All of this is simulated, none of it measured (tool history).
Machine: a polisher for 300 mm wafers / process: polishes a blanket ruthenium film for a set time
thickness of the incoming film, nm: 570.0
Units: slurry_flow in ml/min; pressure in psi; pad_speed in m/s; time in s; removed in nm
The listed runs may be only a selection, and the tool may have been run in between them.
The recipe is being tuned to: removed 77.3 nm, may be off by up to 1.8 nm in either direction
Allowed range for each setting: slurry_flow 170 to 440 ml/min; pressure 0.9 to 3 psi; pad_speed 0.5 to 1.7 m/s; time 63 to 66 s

{"run": 1, "hour": 0.0, "slurry_flow": 280, "pressure": 1.9, "pad_speed": 1.1, "time": 63, "removed": 65.815}
{"run": 2, "hour": 4.3, "slurry_flow": 280, "pressure": 1.5, "pad_speed": 1.1, "time": 63, "removed": 52.472}
{"run": 3, "hour": 9.3, "slurry_flow": 285, "pressure": 1.6, "pad_speed": 1.1, "time": 63, "removed": 56.256}
{"run": 4, "hour": 14.8, "slurry_flow": 235, "pressure": 1.6, "pad_speed": 1.1, "time": 63, "removed": 54.591}
{"run": 5, "hour": 18.3, "slurry_flow": 245, "pressure": 1.7, "pad_speed": 1.1, "time": 63, "removed": 58.972}
{"run": 6, "hour": 21.3, "slurry_flow": 245, "pressure": 1.7, "pad_speed": 1.3, "time": 63, "removed": 68.857}
{"run": 7, "hour": 23.9, "slurry_flow": 250, "pressure": 1.7, "pad_speed": 1.3, "time": 63, "removed": 69.769}
{"run": 8, "hour": 27.6, "slurry_flow": 255, "pressure": 1.7, "pad_speed": 1.3, "time": 63, "removed": 69.692}

Exercise: of the 4 proposed moves below, exactly one satisfies all targets within the stated allowed misses. Which move is it?
{"run": "A", "hour": 31.3, "slurry_flow": 205, "pressure": 1.9, "pad_speed": 1.18, "time": 66, "removed": "?"}
{"run": "B", "hour": 31.3, "slurry_flow": 250, "pressure": 2, "pad_speed": 1.14, "time": 64, "removed": "?"}
{"run": "C", "hour": 31.3, "slurry_flow": 270, "pressure": 1.8, "pad_speed": 1.24, "time": 66, "removed": "?"}
{"run": "D", "hour": 31.3, "slurry_flow": 265, "pressure": 1.8, "pad_speed": 1.34, "time": 64, "removed": "?"}

move=A removed=72.712
move=B removed=72.652
move=C removed=73.782
move=D removed=77.067
A: closes in on the targets versus the last run, not all within tolerance yet
B: closes in on the targets versus the last run, not all within tolerance yet
C: closes in on the targets versus the last run, not all within tolerance yet
D: in spec on every target
The right move is D.

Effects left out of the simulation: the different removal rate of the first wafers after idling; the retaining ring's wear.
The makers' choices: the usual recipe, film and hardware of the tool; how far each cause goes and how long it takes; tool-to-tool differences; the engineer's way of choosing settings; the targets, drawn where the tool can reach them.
